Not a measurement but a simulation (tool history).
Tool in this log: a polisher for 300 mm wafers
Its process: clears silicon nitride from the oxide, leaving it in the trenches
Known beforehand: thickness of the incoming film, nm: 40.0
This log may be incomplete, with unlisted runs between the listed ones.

| run | hour | flow of slurry (ml/min) | pressure of the wafer on the pad (kPa) | speed of the pad under the wafer (cm/s) | overpolish time after the end point (s) | time until the end point was called (s) |
|---|---|---|---|---|---|---|
| 1 | 0 | 260 | 11.7 | 88 | 5 | 91.461 |
| 2 | 7.7 | 260 | 9.7 | 88 | 5 | 112.15 |
| 3 | 14.4 | 260 | 7.6 | 88 | 5 | 138.89 |
| 4 | 20.7 | 315 | 7.6 | 88 | 5 | 134.12 |
| 5 | 22.7 | 315 | 7.6 | 76 | 5 | 155.2 |
| 6 | 25.4 | 315 | 9 | 76 | 5 | 133.19 |
| 7 | 27.9 | 315 | 10.3 | 76 | 5 | 119.65 |
| 8 | 32.6 | 315 | 11.7 | 76 | 5 | 104.55 |
| 9 | 36.5 | 315 | 12.4 | 76 | 5 | 97.976 |
| 10 | 39.4 | 315 | 13.1 | 76 | 5 | 92.854 |

Run 11 has not been measured yet. What should we expect?
| 11 | 41.1 | 315 | 13.8 | 76 | 5 | ? |

time until the end point was called (s): 92.293
